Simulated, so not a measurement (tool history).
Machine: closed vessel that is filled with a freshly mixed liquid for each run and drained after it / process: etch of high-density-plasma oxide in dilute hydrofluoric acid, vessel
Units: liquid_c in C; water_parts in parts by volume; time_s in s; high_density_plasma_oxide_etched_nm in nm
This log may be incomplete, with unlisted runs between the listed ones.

run	hour	liquid_c	water_parts	time_s	high_density_plasma_oxide_etched_nm
1	0	25	70	105	8.3141
2	6.1	25	70	70	5.4971
3	8.7	27.5	55	80	8.9642
4	14.1	27.5	70	80	6.9015
5	17.2	29.5	55	90	11.022
6	22.4	27	55	90	9.8571
7	24.3	29	45	90	13.353
8	29.3	30.5	40	90	15.919

What does the tool deliver on the next run?
9	31.4	31.5	35	90	?

Logged for run 9: high_density_plasma_oxide_etched_nm 19.357 nm.

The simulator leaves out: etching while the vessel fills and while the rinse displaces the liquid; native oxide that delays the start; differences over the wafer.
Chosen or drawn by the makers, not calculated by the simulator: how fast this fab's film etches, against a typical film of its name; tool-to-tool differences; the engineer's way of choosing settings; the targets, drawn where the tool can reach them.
